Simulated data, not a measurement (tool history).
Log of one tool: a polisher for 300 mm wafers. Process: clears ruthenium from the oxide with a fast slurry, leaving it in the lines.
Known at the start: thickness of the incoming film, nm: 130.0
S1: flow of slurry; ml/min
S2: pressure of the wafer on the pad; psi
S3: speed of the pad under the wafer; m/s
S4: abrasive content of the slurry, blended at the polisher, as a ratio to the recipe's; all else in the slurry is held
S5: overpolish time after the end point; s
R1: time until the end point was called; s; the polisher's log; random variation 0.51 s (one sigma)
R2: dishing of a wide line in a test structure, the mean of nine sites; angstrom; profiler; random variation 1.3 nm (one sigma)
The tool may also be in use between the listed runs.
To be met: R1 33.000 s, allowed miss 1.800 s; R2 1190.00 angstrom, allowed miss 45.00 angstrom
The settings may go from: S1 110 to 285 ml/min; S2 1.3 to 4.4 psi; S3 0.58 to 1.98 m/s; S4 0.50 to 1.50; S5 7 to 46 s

run    day   S1   S2    S3    S4  S5      R1       R2
  1  0.000  180  2.8  1.28  1.00  24  25.555   967.28
  2  0.108  180  2.7  1.28  1.00  26  26.195  1003.80
  3  0.171  180  2.7  1.28  0.85  26  27.615   939.98
  4  0.342  180  2.6  1.28  0.90  28  28.631   998.54
  5  0.567  180  2.6  1.28  1.00  28  27.203  1010.70
  6  0.871  220  2.6  1.28  1.00  28  25.618  1046.60
  7  1.171  210  2.5  1.28  1.00  29  27.297  1061.80
  8  1.267  160  2.1  1.30  1.00  37  31.363  1113.30
  9  1.312  160  2.1  1.30  1.00  38  32.315  1133.90

4 next moves are on the table. One of them brings every result within its allowed miss. Which?
  A  1.358  135  2.0  1.34  1.05  36   ?   ?
  B  1.358  140  2.3  1.30  1.05  38   ?   ?
  C  1.358  165  1.8  1.36  1.15  43   ?   ?
  D  1.358  195  2.6  1.24  0.75  36   ?   ?

move      R1       R2
   A  32.883  1056.60
   B  29.884  1170.50
   C  32.517  1201.00
   D  31.189  1096.30
A: further off than the last run
B: brings the result that was furthest off to its target, and leaves another outside
C: meets every target
D: further off than the last run
The right move is C.
